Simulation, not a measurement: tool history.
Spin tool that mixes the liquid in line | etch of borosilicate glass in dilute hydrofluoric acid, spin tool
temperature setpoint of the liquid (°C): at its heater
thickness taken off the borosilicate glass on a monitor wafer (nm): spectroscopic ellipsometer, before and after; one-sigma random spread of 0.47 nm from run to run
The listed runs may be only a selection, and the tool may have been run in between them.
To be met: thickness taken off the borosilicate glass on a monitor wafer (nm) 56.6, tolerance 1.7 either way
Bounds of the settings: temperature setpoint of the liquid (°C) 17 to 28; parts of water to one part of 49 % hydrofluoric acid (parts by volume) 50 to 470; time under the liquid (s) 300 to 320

run	hour	temperature setpoint of the liquid (°C)	parts of water to one part of 49 % hydrofluoric acid (parts by volume)	time under the liquid (s)	thickness taken off the borosilicate glass on a monitor wafer (nm)
1	0	20	260	300	20.237
2	8.7	21	240	300	23.224
3	10.7	21	240	320	24.91
4	18.3	22	220	320	28.785
5	24.7	22	220	300	26.85
6	29.7	23	205	300	30.451
7	34.3	23.5	195	300	32.725
8	35.5	24	185	300	35.107
9	40.8	24.5	175	300	38.903
10	42	25	170	300	41.528
11	47	25.5	165	300	43.793
12	51.9	26	160	300	45.425
13	58.8	26.5	155	300	48.426
14	61.7	27.5	145	300	54.701

Pick the move, out of 5, that brings all results within their allowed miss; only one does.
A	64.6	28	150	320	?
B	64.6	27.5	150	300	?
C	64.6	26.5	135	320	?
D	64.6	27.5	135	300	?
E	64.6	28	150	300	?

move	thickness taken off the borosilicate glass on a monitor wafer (nm)
A	56.806
B	52.298
C	60.964
D	59.311
E	53.256
A: every result within its allowed miss
B: its largest miss is bigger than the last run's
C: pushes the last run's worst result past its target
D: pushes the last run's worst result past its target
E: its largest miss is bigger than the last run's
A meets every target.
